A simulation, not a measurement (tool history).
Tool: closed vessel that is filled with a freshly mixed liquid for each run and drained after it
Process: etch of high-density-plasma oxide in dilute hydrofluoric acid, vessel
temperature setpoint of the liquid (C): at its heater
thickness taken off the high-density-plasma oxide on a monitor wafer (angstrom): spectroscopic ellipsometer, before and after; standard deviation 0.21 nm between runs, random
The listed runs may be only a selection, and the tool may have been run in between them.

| run | hour | temperature setpoint of the liquid (C) | parts of water to one part of 49 % hydrofluoric acid (parts by volume) | time in the liquid (s) | thickness taken off the high-density-plasma oxide on a monitor wafer (angstrom) |
|---|---|---|---|---|---|
| 1 | 0.0 | 21.0 | 60 | 185 | 175.890 |
| 2 | 7.5 | 21.0 | 60 | 135 | 130.250 |
| 3 | 12.7 | 21.0 | 70 | 135 | 110.110 |
| 4 | 16.4 | 17.5 | 70 | 135 | 93.042 |
| 5 | 17.7 | 17.5 | 55 | 135 | 121.540 |
| 6 | 23.2 | 17.5 | 45 | 135 | 151.810 |
| 7 | 28.7 | 19.0 | 45 | 135 | 162.490 |
| 8 | 32.7 | 23.0 | 45 | 135 | 193.510 |
| 9 | 36.4 | 23.0 | 45 | 135 | 192.470 |
| 10 | 42.3 | 24.0 | 45 | 135 | 200.950 |
| 11 | 51.1 | 24.5 | 45 | 135 | 202.370 |
| 12 | 57.5 | 25.0 | 45 | 135 | 208.900 |

Estimate the outcome of run 13 from the log above:
| 13 | 65.4 | 25.5 | 45 | 135 | ? |

Run 13 came out at thickness taken off the high-density-plasma oxide on a monitor wafer (angstrom) 212.130.
